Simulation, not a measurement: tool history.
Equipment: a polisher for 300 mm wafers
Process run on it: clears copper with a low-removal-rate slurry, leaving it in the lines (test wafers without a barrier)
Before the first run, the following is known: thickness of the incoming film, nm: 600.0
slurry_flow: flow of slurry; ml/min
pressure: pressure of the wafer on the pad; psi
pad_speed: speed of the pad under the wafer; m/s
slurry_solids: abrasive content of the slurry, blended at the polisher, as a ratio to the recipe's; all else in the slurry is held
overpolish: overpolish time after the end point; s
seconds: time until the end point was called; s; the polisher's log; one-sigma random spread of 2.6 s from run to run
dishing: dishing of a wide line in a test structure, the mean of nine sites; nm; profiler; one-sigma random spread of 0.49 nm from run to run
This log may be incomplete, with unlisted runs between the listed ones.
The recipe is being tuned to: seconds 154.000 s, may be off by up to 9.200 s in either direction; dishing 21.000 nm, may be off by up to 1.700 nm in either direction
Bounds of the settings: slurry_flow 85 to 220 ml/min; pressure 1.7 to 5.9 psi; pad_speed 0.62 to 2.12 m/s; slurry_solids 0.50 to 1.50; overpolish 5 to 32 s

run,day,slurry_flow,pressure,pad_speed,slurry_solids,overpolish,seconds,dishing
1,0.000,140,3.8,1.36,1.00,16,95.513,53.860
2,0.325,140,3.8,1.70,1.00,16,78.230,63.813
3,0.625,140,3.8,1.44,1.00,16,90.493,57.660
4,0.933,140,3.8,1.44,0.90,16,90.643,57.163
5,1.150,145,3.3,1.38,1.00,13,104.980,41.964
6,1.442,145,2.9,1.36,1.00,11,129.030,33.344
7,1.775,150,2.7,1.36,1.05,9,129.240,26.233
8,2.079,150,2.5,1.36,1.05,9,142.290,25.570
# day 2.246: slurry nozzle cleaned
9,2.246,150,2.4,1.36,1.05,8,140.050,22.492
10,2.304,145,2.0,1.34,1.05,9,176.200,19.935
11,2.475,145,2.0,1.34,1.05,9,164.840,22.143
12,2.546,150,2.3,1.36,1.05,6,148.210,17.126
13,2.721,150,2.3,1.34,1.05,7,149.500,19.208

5 next moves are on the table. One of them brings every result within its allowed miss. Which?
A,2.896,155,2.1,1.38,0.95,7,?,?
B,2.896,180,2.7,1.22,1.00,8,?,?
C,2.896,140,1.7,1.68,1.10,6,?,?
D,2.896,160,2.3,1.40,0.80,8,?,?
E,2.896,160,2.2,1.32,1.15,6,?,?

move,seconds,dishing
A,156.500,17.446
B,134.150,22.765
C,154.430,15.245
D,147.110,20.855
E,148.370,15.939
A: lands further from the targets than the last run did
B: moves the result that the last run missed by most past its target, out the other side
C: lands further from the targets than the last run did
D: all results land within tolerance of their targets
E: lands further from the targets than the last run did
Correct choice: D, which meets every target
